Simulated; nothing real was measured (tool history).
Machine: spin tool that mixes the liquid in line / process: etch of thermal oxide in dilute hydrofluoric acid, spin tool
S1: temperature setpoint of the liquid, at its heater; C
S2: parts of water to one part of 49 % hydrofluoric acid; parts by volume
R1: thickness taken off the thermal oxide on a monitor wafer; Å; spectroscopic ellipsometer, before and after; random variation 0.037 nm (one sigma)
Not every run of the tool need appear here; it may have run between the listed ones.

Run 1, hour 0: S1 26 C, S2 40 parts by volume, time under the liquid (s) 15. Result: R1 20.011 Å.
Run 2, hour 6.5: S1 28 C, S2 35 parts by volume, time under the liquid (s) 15. Result: R1 24.863 Å.
Run 3, hour 7.3: S1 29.5 C, S2 35 parts by volume, time under the liquid (s) 15. Result: R1 26.535 Å.
Run 4, hour 10.7: S1 29.5 C, S2 20 parts by volume, time under the liquid (s) 15. Result: R1 47.452 Å.
Run 5, hour 16.6: S1 28 C, S2 20 parts by volume, time under the liquid (s) 15. Result: R1 44.445 Å.
Run 6, hour 25.4: S1 27 C, S2 20 parts by volume, time under the liquid (s) 15. Result: R1 41.806 Å.
Run 7, hour 26.2: S1 26.5 C, S2 20 parts by volume, time under the liquid (s) 15. Result: R1 42.452 Å.
Run 8, hour 34.6: S1 26.5 C, S2 20 parts by volume, time under the liquid (s) 15. Result: R1 41.648 Å.

What will run 9 give?
Run 9, hour 41.9: S1 26 C, S2 20 parts by volume, time under the liquid (s) 15. Result: R1 ?.

R1: 41.037 Å
